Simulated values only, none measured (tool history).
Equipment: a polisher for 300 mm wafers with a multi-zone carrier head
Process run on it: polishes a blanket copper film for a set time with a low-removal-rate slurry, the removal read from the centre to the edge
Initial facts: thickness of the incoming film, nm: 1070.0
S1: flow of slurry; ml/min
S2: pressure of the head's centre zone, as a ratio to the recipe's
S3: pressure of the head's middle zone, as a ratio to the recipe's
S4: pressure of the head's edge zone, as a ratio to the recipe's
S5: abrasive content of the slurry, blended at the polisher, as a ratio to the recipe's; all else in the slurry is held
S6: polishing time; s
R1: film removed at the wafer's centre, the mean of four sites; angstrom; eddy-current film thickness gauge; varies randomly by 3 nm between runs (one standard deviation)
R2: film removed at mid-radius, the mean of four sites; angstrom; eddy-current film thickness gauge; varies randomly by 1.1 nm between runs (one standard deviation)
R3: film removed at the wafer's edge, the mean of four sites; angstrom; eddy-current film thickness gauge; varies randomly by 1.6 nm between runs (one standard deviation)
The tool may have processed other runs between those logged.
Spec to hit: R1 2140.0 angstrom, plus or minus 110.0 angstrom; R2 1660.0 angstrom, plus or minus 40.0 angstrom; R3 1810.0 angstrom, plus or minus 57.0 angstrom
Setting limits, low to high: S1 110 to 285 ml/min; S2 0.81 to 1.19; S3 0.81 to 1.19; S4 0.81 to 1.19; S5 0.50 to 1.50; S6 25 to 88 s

run  hour   S1    S2    S3    S4    S5  S6      R1      R2      R3
  1   0.0  180  1.00  1.00  1.00  1.00  56  1185.0  1253.4  1258.4
  2   6.3  205  1.06  0.97  1.01  1.15  59  1407.9  1347.1  1379.4
  3  13.9  205  1.11  0.97  1.01  1.15  59  1471.9  1351.9  1410.7
  4  19.0  205  1.11  0.97  1.01  1.00  59  1449.8  1311.4  1342.1
  5  19.9  205  1.11  0.97  1.07  1.00  59  1448.4  1308.6  1389.6
  6  28.6  205  1.06  0.97  1.07  1.00  59  1366.7  1326.5  1390.8
  7  32.4  255  1.16  0.92  1.05  1.25  68  1865.7  1569.5  1691.1
  8  35.6  260  1.17  0.90  1.03  1.30  69  1910.4  1596.0  1746.7
  9  37.6  285  1.19  0.86  0.97  1.10  74  2035.2  1587.8  1762.1
 10  38.9  285  1.19  0.86  0.97  1.10  74  2069.1  1586.9  1793.7
 11  40.8  285  1.19  0.86  0.95  1.10  74  2061.2  1577.3  1754.7

Next run, 4 choices. One meets every target within its allowed miss, the rest don't. Which?
  A  42.7  285  1.07  0.91  0.97  0.95  78   ?   ?   ?
  B  42.7  285  1.19  0.90  1.02  1.25  73   ?   ?   ?
  C  42.7  285  1.19  0.82  0.99  1.10  73   ?   ?   ?
  D  42.7  265  1.17  1.00  0.92  1.15  71   ?   ?   ?

move      R1      R2      R3
   A  1876.9  1709.9  1778.3
   B  2088.7  1692.1  1815.5
   C  2024.6  1520.1  1740.4
   D  1941.7  1748.4  1645.9
A: moves the result that the last run missed by most past its target, out the other side
B: in spec on every target
C: lands further from the targets than the last run did
D: moves the result that the last run missed by most past its target, out the other side
B meets every target.
